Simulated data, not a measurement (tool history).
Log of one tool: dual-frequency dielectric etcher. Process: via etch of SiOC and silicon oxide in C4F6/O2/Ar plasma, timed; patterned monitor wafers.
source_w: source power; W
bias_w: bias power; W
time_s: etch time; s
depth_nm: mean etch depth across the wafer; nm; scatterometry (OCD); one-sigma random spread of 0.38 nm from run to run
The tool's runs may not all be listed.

run 1 hour=0.0 | source_w=400 bias_w=200 time_s=61.0 | depth_nm=76.774
run 2 hour=1.1 | source_w=440 bias_w=200 time_s=61.0 | depth_nm=79.534
run 3 hour=2.1 | source_w=440 bias_w=200 time_s=61.0 | depth_nm=80.002
run 4 hour=4.2 | source_w=410 bias_w=197 time_s=61.0 | depth_nm=77.169
run 5 hour=12.6 | source_w=350 bias_w=197 time_s=61.0 | depth_nm=72.408
run 6 hour=21.3 | source_w=340 bias_w=196 time_s=61.0 | depth_nm=71.124
run 7 hour=24.1 | source_w=330 bias_w=195 time_s=61.0 | depth_nm=71.137
run 8 hour=25.4 | source_w=320 bias_w=194 time_s=61.0 | depth_nm=69.263

The next listed run, before its measurement:
run 9 hour=28.6 | source_w=310 bias_w=193 time_s=61.0 | depth_nm=?

{"run 9": {"depth_nm": 68.571}}
